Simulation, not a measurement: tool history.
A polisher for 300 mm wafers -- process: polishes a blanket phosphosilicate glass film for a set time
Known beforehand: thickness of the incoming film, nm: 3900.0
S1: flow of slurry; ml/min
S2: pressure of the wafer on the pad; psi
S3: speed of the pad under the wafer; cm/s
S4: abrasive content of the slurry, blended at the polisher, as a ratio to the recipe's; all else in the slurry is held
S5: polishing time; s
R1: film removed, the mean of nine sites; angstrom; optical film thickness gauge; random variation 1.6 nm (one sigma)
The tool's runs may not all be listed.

{"run": 1, "hour": 0.0, "S1": 230, "S2": 3.3, "S3": 86, "S4": 1.0, "S5": 32, "R1": 2527.2}
{"run": 2, "hour": 2.8, "S1": 230, "S2": 2.9, "S3": 86, "S4": 1.0, "S5": 32, "R1": 2278.0}
{"run": 3, "hour": 8.7, "S1": 230, "S2": 2.9, "S3": 86, "S4": 1.1, "S5": 32, "R1": 2349.2}
{"run": 4, "hour": 14.9, "S1": 230, "S2": 2.9, "S3": 86, "S4": 1.1, "S5": 32, "R1": 2390.6}
{"run": 5, "hour": 18.2, "S1": 230, "S2": 2.6, "S3": 86, "S4": 1.1, "S5": 32, "R1": 2180.3}
{"run": 6, "hour": 26.8, "S1": 230, "S2": 1.9, "S3": 86, "S4": 1.1, "S5": 32, "R1": 1788.3}
{"run": 7, "hour": 35.3, "S1": 230, "S2": 1.8, "S3": 86, "S4": 1.1, "S5": 32, "R1": 1746.3}

What will run 8 give?
{"run": 8, "hour": 35.9, "S1": 230, "S2": 1.7, "S3": 86, "S4": 1.1, "S5": 32, "R1": "?"}

R1: 1693.8 angstrom
